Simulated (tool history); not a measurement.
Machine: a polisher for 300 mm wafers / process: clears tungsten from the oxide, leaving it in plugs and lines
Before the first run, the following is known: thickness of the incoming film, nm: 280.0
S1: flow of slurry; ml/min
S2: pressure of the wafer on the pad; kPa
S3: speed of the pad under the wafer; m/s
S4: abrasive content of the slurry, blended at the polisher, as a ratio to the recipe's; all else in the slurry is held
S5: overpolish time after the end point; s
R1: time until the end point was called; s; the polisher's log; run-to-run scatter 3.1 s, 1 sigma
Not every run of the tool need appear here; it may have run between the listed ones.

run,hour,S1,S2,S3,S4,S5,R1
1,0.0,280,21.4,0.90,1.0,4,83.721
2,8.3,280,21.4,0.90,1.0,4,82.055
3,13.6,280,23.4,0.90,1.0,4,76.645
4,22.5,210,23.4,0.90,1.0,4,78.048
5,27.8,210,22.1,0.86,1.0,4,85.603
6,34.0,210,22.1,0.86,1.1,4,87.476
7,41.0,210,20.7,0.82,1.1,4,94.381
8,46.0,210,19.3,0.78,1.1,4,106.740
9,48.0,210,19.3,0.78,1.1,4,104.230
10,51.2,210,17.9,0.74,1.1,4,121.440
11,55.1,210,17.2,0.72,1.1,4,128.470
12,62.8,210,16.5,0.72,1.1,4,133.070
13,68.2,210,15.9,0.72,1.1,4,135.850

Estimate the outcome of run 14 from the log above:
14,72.8,210,15.2,0.70,1.1,4,?

{"run 14": {"R1": 150.06}}

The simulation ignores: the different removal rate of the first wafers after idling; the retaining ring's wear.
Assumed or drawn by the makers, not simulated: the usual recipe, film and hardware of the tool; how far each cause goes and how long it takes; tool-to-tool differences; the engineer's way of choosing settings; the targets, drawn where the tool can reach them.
